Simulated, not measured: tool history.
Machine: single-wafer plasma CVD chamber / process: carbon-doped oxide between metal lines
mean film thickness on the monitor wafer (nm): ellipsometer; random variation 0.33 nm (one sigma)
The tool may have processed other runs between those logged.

run,day,heater temperature setpoint (deg C),chamber pressure (Torr),RF power (W),deposition time (s),mean film thickness on the monitor wafer (nm)
1,0,355,3.57,535,19,96.339
2,0.233,355,4.21,535,19,98.409
3,0.292,355,3.7,535,19,97.005
4,0.392,352,3.89,560,19,101.58
5,0.608,349,4.06,570,19,104.33
6,0.954,349,4.06,515,19,97.431
7,1.279,346,4.21,535,19,101.28
8,1.379,344,4.33,550,19,104.63
9,1.65,342,4.44,560,19,106.43

What will run 10 give?
10,1.808,337,4.74,605,19,?

{"run 10": {"mean film thickness on the monitor wafer (nm)": 116.35}}

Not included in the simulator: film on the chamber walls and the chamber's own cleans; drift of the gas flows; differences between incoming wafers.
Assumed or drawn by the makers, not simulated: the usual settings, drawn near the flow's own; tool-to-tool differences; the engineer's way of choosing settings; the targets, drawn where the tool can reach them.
